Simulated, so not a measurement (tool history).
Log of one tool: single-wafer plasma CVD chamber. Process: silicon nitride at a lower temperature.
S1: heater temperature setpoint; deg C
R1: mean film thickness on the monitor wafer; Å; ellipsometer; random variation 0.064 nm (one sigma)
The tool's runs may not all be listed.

{"run": 1, "hour": 0.0, "S1": 345, "chamber pressure (Torr)": 1.61, "RF power (W)": 280, "deposition time (s)": 26.8, "R1": 306.21}
{"run": 2, "hour": 5.3, "S1": 345, "chamber pressure (Torr)": 1.51, "RF power (W)": 275, "deposition time (s)": 26.7, "R1": 291.58}
{"run": 3, "hour": 6.0, "S1": 345, "chamber pressure (Torr)": 1.42, "RF power (W)": 275, "deposition time (s)": 26.7, "R1": 285.58}
{"run": 4, "hour": 10.0, "S1": 345, "chamber pressure (Torr)": 1.42, "RF power (W)": 235, "deposition time (s)": 26.7, "R1": 241.74}
{"run": 5, "hour": 11.0, "S1": 345, "chamber pressure (Torr)": 1.24, "RF power (W)": 235, "deposition time (s)": 26.7, "R1": 228.29}
{"run": 6, "hour": 19.0, "S1": 345, "chamber pressure (Torr)": 1.24, "RF power (W)": 235, "deposition time (s)": 25.4, "R1": 217}
{"run": 7, "hour": 22.3, "S1": 345, "chamber pressure (Torr)": 1.35, "RF power (W)": 235, "deposition time (s)": 25.4, "R1": 225.64}
{"run": 8, "hour": 23.7, "S1": 345, "chamber pressure (Torr)": 1.44, "RF power (W)": 235, "deposition time (s)": 25.4, "R1": 230.7}
{"run": 9, "hour": 26.8, "S1": 345, "chamber pressure (Torr)": 1.44, "RF power (W)": 235, "deposition time (s)": 25.4, "R1": 231.53}
{"run": 10, "hour": 32.3, "S1": 345, "chamber pressure (Torr)": 1.52, "RF power (W)": 235, "deposition time (s)": 25.4, "R1": 236.58}

The next listed run, before its measurement:
{"run": 11, "hour": 37.2, "S1": 345, "chamber pressure (Torr)": 1.59, "RF power (W)": 235, "deposition time (s)": 25.4, "R1": "?"}

R1: 240.52 Å
